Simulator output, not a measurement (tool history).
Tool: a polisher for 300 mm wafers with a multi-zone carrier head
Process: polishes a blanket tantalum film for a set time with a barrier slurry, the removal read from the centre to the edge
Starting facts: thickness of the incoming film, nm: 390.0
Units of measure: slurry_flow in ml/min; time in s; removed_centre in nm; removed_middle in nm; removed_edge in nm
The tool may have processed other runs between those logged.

| run | hour | slurry_flow | centre_zone | middle_zone | edge_zone | slurry_solids | time | removed_centre | removed_middle | removed_edge |
|---|---|---|---|---|---|---|---|---|---|---|
| 1 | 0.0 | 145 | 1.00 | 1.00 | 1.00 | 1.00 | 64 | 135.77 | 146.78 | 145.42 |
| 2 | 8.2 | 140 | 1.02 | 0.99 | 0.96 | 0.95 | 64 | 138.15 | 141.96 | 141.25 |
| 3 | 12.9 | 140 | 0.94 | 0.99 | 0.96 | 0.95 | 64 | 126.12 | 141.52 | 138.68 |
| 4 | 21.5 | 125 | 0.94 | 0.99 | 0.96 | 0.95 | 64 | 123.75 | 138.49 | 139.05 |
| 5 | 25.4 | 135 | 0.96 | 0.98 | 0.93 | 0.90 | 64 | 126.79 | 137.87 | 137.01 |
| 6 | 32.6 | 135 | 0.96 | 0.98 | 1.00 | 0.90 | 64 | 126.43 | 139.58 | 141.24 |
|  | 34.4 | centre zone pressure recalibrated |
| 7 | 34.4 | 135 | 0.96 | 0.98 | 1.00 | 0.90 | 64 | 132.68 | 137.97 | 141.50 |

What will run 8 give?
| 8 | 40.7 | 135 | 0.98 | 0.98 | 0.97 | 0.80 | 64 | ? | ? | ? |

Logged for run 8: removed_centre 133.80 nm, removed_middle 135.54 nm, removed_edge 135.63 nm.

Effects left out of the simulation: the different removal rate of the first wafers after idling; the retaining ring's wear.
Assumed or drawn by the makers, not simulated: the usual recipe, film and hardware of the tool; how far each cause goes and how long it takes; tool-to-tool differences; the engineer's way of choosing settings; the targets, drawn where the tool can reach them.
